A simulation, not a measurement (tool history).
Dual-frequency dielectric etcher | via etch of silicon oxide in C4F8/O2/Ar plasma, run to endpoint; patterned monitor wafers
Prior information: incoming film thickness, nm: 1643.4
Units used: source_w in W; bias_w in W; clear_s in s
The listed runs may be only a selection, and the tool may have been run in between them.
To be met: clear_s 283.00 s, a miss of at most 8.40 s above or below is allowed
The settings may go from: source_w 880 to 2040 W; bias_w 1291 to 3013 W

Run 1, hour 0.0: source_w 1460 W, bias_w 2152 W. Result: clear_s 340.30 s.
Run 2, hour 3.1: source_w 1510 W, bias_w 2192 W. Result: clear_s 328.41 s.
Run 3, hour 6.5: source_w 1740 W, bias_w 2192 W. Result: clear_s 313.15 s.
Run 4, hour 7.7: source_w 1770 W, bias_w 2219 W. Result: clear_s 313.07 s.
Run 5, hour 11.7: source_w 1800 W, bias_w 2255 W. Result: clear_s 308.40 s.
Run 6, hour 14.2: source_w 1800 W, bias_w 2061 W. Result: clear_s 314.93 s.
Run 7, hour 16.1: source_w 1820 W, bias_w 2104 W. Result: clear_s 310.00 s.
Run 8, hour 24.0: source_w 1840 W, bias_w 2142 W. Result: clear_s 310.83 s.

Which of these 5 next moves meets every target?
Run A, hour 31.9: source_w 1840 W, bias_w 2258 W. Result: clear_s ?.
Run B, hour 31.9: source_w 1760 W, bias_w 2206 W. Result: clear_s ?.
Run C, hour 31.9: source_w 1570 W, bias_w 2397 W. Result: clear_s ?.
Run D, hour 31.9: source_w 1830 W, bias_w 2229 W. Result: clear_s ?.
Run E, hour 31.9: source_w 1980 W, bias_w 2592 W. Result: clear_s ?.

move  clear_s
   A   300.63
   B   308.06
   C   313.97
   D   302.45
   E   280.09
A: closes in on the targets versus the last run, not all within tolerance yet
B: closes in on the targets versus the last run, not all within tolerance yet
C: further off than the last run
D: closes in on the targets versus the last run, not all within tolerance yet
E: all results in spec
Move E is the one to make.

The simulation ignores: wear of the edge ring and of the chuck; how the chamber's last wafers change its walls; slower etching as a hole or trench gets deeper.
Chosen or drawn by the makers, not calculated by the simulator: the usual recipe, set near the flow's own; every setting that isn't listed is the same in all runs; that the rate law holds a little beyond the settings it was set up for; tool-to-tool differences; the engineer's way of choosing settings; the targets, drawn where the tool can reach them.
